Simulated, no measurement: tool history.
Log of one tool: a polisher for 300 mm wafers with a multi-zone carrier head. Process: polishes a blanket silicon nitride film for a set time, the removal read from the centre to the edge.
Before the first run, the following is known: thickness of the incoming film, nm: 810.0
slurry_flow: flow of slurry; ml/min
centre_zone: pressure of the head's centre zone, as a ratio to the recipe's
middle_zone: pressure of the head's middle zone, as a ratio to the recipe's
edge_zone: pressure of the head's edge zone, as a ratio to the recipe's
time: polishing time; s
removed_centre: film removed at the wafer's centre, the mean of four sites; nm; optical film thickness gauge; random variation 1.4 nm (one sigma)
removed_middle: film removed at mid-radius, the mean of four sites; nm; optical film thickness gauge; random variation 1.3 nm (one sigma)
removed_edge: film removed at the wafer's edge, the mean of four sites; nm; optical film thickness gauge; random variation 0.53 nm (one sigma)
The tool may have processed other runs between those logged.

| run | hour | slurry_flow | centre_zone | middle_zone | edge_zone | time | removed_centre | removed_middle | removed_edge |
|---|---|---|---|---|---|---|---|---|---|
| 1 | 0.0 | 300 | 1.00 | 1.00 | 1.00 | 63 | 107.080 | 103.380 | 103.690 |
| 2 | 7.3 | 300 | 1.00 | 0.96 | 1.00 | 63 | 109.420 | 95.913 | 104.510 |
| 3 | 16.0 | 355 | 1.00 | 0.96 | 1.00 | 63 | 107.220 | 101.420 | 105.030 |
| 4 | 22.6 | 355 | 0.93 | 0.96 | 1.00 | 63 | 103.980 | 100.320 | 105.450 |
| 5 | 24.8 | 355 | 1.01 | 0.96 | 1.00 | 63 | 110.010 | 99.374 | 105.840 |
| 6 | 29.1 | 355 | 1.01 | 0.96 | 1.08 | 63 | 109.290 | 101.120 | 109.180 |

Run 7, settings as shown, results not yet in. Your forecast:
| 7 | 35.7 | 340 | 1.04 | 1.05 | 0.98 | 52 | ? | ? | ? |

removed_centre: 90.742 nm
removed_middle: 87.232 nm
removed_edge: 86.484 nm
